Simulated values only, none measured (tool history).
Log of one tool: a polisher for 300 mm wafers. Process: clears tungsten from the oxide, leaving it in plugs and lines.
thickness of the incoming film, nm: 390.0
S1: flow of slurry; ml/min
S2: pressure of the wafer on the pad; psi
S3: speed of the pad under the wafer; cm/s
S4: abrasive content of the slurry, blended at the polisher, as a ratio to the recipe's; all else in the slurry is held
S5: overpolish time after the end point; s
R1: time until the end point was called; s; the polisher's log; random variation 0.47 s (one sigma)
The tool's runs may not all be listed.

Run 1, hour 0.0: S1 300 ml/min, S2 3.9 psi, S3 110 cm/s, S4 1.0, S5 4 s. Result: R1 77.241 s.
Run 2, hour 1.8: S1 300 ml/min, S2 4.4 psi, S3 112 cm/s, S4 1.0, S5 4 s. Result: R1 65.960 s.
Run 3, hour 4.5: S1 235 ml/min, S2 4.4 psi, S3 112 cm/s, S4 1.0, S5 4 s. Result: R1 69.152 s.
Run 4, hour 12.3: S1 235 ml/min, S2 4.4 psi, S3 112 cm/s, S4 1.0, S5 4 s. Result: R1 69.542 s.
Run 5, hour 20.1: S1 235 ml/min, S2 4.4 psi, S3 98 cm/s, S4 1.0, S5 4 s. Result: R1 75.509 s.
Run 6, hour 27.1: S1 235 ml/min, S2 4.4 psi, S3 98 cm/s, S4 1.0, S5 3 s. Result: R1 77.232 s.
Run 7, hour 34.7: S1 235 ml/min, S2 4.4 psi, S3 98 cm/s, S4 1.0, S5 3 s. Result: R1 77.054 s.
Run 8, hour 39.2: S1 245 ml/min, S2 4.8 psi, S3 102 cm/s, S4 1.0, S5 3 s. Result: R1 68.504 s.
Run 9, hour 45.2: S1 250 ml/min, S2 5.1 psi, S3 108 cm/s, S4 1.0, S5 3 s. Result: R1 60.356 s.
Run 10, hour 53.1: S1 255 ml/min, S2 5.3 psi, S3 112 cm/s, S4 1.0, S5 3 s. Result: R1 56.219 s.
Run 11, hour 59.0: S1 260 ml/min, S2 5.5 psi, S3 116 cm/s, S4 1.0, S5 3 s. Result: R1 53.264 s.

Run 12 comes next. What will it give?
Run 12, hour 67.2: S1 260 ml/min, S2 5.6 psi, S3 120 cm/s, S4 1.0, S5 3 s. Result: R1 ?.

{"run 12": {"R1": 51.485}}
